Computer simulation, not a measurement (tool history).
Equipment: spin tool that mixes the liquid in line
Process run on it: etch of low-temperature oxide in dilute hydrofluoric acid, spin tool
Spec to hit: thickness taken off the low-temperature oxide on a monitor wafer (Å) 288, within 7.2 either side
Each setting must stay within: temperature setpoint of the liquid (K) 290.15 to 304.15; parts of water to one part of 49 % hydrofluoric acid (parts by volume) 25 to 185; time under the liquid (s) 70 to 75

run	hour	temperature setpoint of the liquid (K)	parts of water to one part of 49 % hydrofluoric acid (parts by volume)	time under the liquid (s)	thickness taken off the low-temperature oxide on a monitor wafer (Å)
1	0	296.15	105	70	143.17
2	6.3	297.15	100	70	158.35
3	14.4	298.15	95	70	176.11
4	15.2	301.15	95	70	197.36
5	20.2	301.15	95	75	210.73
6	21.8	301.65	90	75	229.67
7	28.8	302.15	90	75	234.27
8	36.3	302.65	90	75	236.52

Of the 5 settings listed for the next run, only one would bring every result within its allowed miss of target. Which one?
A	43.8	303.65	105	70	?
B	43.8	304.15	100	75	?
C	43.8	304.15	70	75	?
D	43.8	304.15	75	70	?
E	43.8	302.15	80	70	?

move	thickness taken off the low-temperature oxide on a monitor wafer (Å)
A	193.76
B	223.66
C	334.06
D	288.81
E	248.98
A: moves away from the targets compared with the last run
B: moves away from the targets compared with the last run
C: moves the result that the last run missed by most past its target, out the other side
D: all results in spec
E: moves toward the targets from the last run without getting all of them in spec
Go with D: it meets all targets.
